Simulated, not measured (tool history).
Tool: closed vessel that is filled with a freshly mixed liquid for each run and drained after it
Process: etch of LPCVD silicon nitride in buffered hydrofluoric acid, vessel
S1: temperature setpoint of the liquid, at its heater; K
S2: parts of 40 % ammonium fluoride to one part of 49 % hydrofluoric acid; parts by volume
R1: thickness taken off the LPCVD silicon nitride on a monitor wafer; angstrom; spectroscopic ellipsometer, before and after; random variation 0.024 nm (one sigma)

Run 1, hour 0: S1 295.15 K, S2 21 parts by volume, time in the liquid (s) 1885. Result: R1 122.59 angstrom.
Run 2, hour 4.9: S1 295.15 K, S2 15.5 parts by volume, time in the liquid (s) 1885. Result: R1 162.83 angstrom.
Run 3, hour 12.5: S1 294.15 K, S2 17.5 parts by volume, time in the liquid (s) 1885. Result: R1 136.42 angstrom.
Run 4, hour 21.2: S1 294.15 K, S2 17.5 parts by volume, time in the liquid (s) 1885. Result: R1 137.05 angstrom.
Run 5, hour 29.1: S1 293.15 K, S2 19 parts by volume, time in the liquid (s) 1885. Result: R1 119.23 angstrom.
Run 6, hour 31.4: S1 293.15 K, S2 19 parts by volume, time in the liquid (s) 1885. Result: R1 118.85 angstrom.
Run 7, hour 40.7: S1 292.65 K, S2 20 parts by volume, time in the liquid (s) 1885. Result: R1 109.87 angstrom.
Run 8, hour 50: S1 292.15 K, S2 21 parts by volume, time in the liquid (s) 1885. Result: R1 103.93 angstrom.

Forecast run 9:
Run 9, hour 52.7: S1 291.65 K, S2 22 parts by volume, time in the liquid (s) 1885. Result: R1 ?.

{"run 9": {"R1": 97.273}}

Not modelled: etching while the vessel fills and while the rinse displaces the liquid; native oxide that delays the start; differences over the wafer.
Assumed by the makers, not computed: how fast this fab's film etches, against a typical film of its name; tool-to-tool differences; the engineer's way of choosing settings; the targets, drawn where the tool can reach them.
